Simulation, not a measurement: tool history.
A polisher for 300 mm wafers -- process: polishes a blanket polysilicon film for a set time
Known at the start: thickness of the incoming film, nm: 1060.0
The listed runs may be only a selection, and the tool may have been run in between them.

run	hour	flow of slurry (ml/min)	pressure of the wafer on the pad (psi)	speed of the pad under the wafer (cm/s)	polishing time (s)	film removed (angstrom)
1	0	155	3.3	90	56	4792.6
2	5.2	155	3.3	90	56	4743.8
3	13	135	3.3	90	56	4688.5
4	21	135	3.3	102	56	5283.4
5	25.5	135	3.4	102	56	5283
6	29.7	105	3.4	102	56	4971.1
7	38.2	115	3.5	102	56	5432.4

Estimate the outcome of run 8 from the log above:
8	42.5	120	3.6	102	56	?

film removed (angstrom): 5597.6

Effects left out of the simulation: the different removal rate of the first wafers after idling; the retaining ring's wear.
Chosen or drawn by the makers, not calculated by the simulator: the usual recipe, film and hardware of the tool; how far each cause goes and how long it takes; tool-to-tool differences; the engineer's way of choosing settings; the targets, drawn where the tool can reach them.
